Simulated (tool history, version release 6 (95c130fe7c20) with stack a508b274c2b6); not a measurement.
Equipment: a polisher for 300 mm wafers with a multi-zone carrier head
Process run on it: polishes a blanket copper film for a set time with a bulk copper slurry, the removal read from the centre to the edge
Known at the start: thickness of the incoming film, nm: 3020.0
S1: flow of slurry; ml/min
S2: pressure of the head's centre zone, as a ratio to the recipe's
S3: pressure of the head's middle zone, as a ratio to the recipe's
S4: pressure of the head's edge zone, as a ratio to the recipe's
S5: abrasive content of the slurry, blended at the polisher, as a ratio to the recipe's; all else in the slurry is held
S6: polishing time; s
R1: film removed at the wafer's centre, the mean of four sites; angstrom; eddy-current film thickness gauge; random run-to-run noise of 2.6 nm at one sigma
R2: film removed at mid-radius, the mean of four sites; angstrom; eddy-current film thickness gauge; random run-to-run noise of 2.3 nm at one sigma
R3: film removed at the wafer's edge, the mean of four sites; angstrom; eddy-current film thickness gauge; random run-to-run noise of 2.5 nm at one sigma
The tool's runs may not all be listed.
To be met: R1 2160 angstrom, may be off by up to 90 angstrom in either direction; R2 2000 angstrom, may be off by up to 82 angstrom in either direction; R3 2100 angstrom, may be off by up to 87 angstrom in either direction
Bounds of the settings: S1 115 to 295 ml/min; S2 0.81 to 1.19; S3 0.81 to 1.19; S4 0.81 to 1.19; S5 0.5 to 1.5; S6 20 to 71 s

run,hour,S1,S2,S3,S4,S5,S6,R1,R2,R3
1,0,190,1,1,1,1,45,3616.1,3308.4,3346.2
2,1,190,0.99,0.99,0.99,0.95,43,3425.8,3118.5,3112.9
3,1.5,185,0.97,0.98,0.99,0.9,42,3184,2941.8,3040.8
4,4.3,205,0.97,0.98,0.99,0.9,42,3233.6,3000.4,3121.7
# hour 11.1: centre zone pressure recalibrated
5,11.1,205,0.97,0.98,0.99,0.9,51,3568.4,3637.4,3727.5
6,17.4,200,0.96,0.97,0.97,0.85,49,3268.3,3473.6,3570.4
7,18,200,0.97,0.97,0.96,0.8,47,3091.7,3242,3279.9
8,24.4,195,0.98,0.96,0.95,0.75,45,3048.6,3093.7,3133
9,27.4,190,0.98,0.95,0.94,0.7,43,2857.8,2884,2884.7
10,29.5,185,0.98,0.94,0.94,0.7,42,2811.1,2719.5,2817.5
11,32.9,185,0.98,0.94,0.94,0.7,42,2758.1,2749.5,2914.9
12,34,185,0.98,0.94,0.93,0.7,41,2698.4,2689.3,2730.7

Pick the move, out of 4, that brings all results within their allowed miss; only one does.
A,35.1,190,1.03,0.92,0.93,0.8,30,?,?,?
B,35.1,210,1.09,0.81,1.05,0.7,32,?,?,?
C,35.1,170,1.08,0.83,1.08,0.95,31,?,?,?
D,35.1,175,0.94,0.97,0.97,0.7,52,?,?,?

move,R1,R2,R3
A,2132.9,1968.8,2096.3
B,2395.3,1878,2350
C,2330,1887.6,2367
D,3258.6,3452.9,3595.8
A: all results in spec
B: carries the result that was furthest off beyond its target, to the other side
C: carries the result that was furthest off beyond its target, to the other side
D: moves away from the targets compared with the last run
Correct choice: A, which meets every target
